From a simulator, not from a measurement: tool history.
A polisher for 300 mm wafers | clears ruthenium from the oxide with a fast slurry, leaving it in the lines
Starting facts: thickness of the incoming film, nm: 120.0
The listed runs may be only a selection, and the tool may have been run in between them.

run	hour	flow of slurry (ml/min)	pressure of the wafer on the pad (kPa)	speed of the pad under the wafer (m/s)	abrasive content of the slurry	overpolish time after the end point (s)	time until the end point was called (s)	dishing of a wide line in a test structure (angstrom)
1	0	215	18.6	1.08	1	26	25.729	688.79
2	4	180	18.6	1.08	1	26	25.652	707.01
3	9.8	180	18.6	1.08	1	34	26.119	811.08
4	12.9	180	16.5	0.98	1	36	32.624	771.63
5	18.1	155	16.5	0.98	1	36	32.943	745.34
6	22.5	155	16.5	0.98	1	30	32.607	680.89
7	29.7	155	15.2	0.92	1	32	37.121	654.63
8	31.5	155	13.8	0.86	1	33	42.732	601.79
9	39.8	155	13.1	0.82	1	35	48.01	582.46
10	47.6	155	12.4	0.8	1	37	49.649	577.04
11	53	155	11.7	0.78	1	39	56.275	561.81
12	58.5	155	11	0.78	1	40	59.939	550.96

Run 13 is up next; what results do you expect?
13	61.6	155	11	0.78	1	41	?	?

Run 13 gave time until the end point was called (s) 59.303, dishing of a wide line in a test structure (angstrom) 543.81.
